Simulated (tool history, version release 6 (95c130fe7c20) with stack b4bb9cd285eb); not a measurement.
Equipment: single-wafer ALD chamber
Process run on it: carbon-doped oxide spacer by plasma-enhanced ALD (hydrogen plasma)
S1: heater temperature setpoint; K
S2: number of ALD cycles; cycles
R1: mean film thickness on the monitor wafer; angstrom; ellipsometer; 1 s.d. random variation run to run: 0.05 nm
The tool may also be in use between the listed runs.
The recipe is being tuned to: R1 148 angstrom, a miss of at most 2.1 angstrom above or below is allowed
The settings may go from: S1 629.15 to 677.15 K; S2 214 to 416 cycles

run 1 hour=0 | S1=653.15 S2=315 | R1=158.78
run 2 hour=2.7 | S1=653.15 S2=273 | R1=137.29
run 3 hour=6.9 | S1=658.15 S2=273 | R1=137.8
run 4 hour=13 | S1=658.15 S2=280 | R1=140.8
run 5 hour=17.2 | S1=668.15 S2=280 | R1=140.68
run 6 hour=25 | S1=668.15 S2=285 | R1=143.35
run 7 hour=32.9 | S1=668.15 S2=288 | R1=145.09
run 8 hour=40.7 | S1=668.15 S2=290 | R1=146.18

Which single option among these 4 for the next run brings every result within its allowed miss of target? Just one does.
run A hour=48.5 | S1=674.15 S2=298 | R1=?
run B hour=48.5 | S1=671.15 S2=284 | R1=?
run C hour=48.5 | S1=669.15 S2=285 | R1=?
run D hour=48.5 | S1=665.15 S2=305 | R1=?

move=A R1=147.65
move=B R1=142.18
move=C R1=142.9
move=D R1=152.93
A: every result within its allowed miss
B: misses by more than the last run did
C: misses by more than the last run did
D: takes the result that was furthest off past its target
Move A is the one to make.

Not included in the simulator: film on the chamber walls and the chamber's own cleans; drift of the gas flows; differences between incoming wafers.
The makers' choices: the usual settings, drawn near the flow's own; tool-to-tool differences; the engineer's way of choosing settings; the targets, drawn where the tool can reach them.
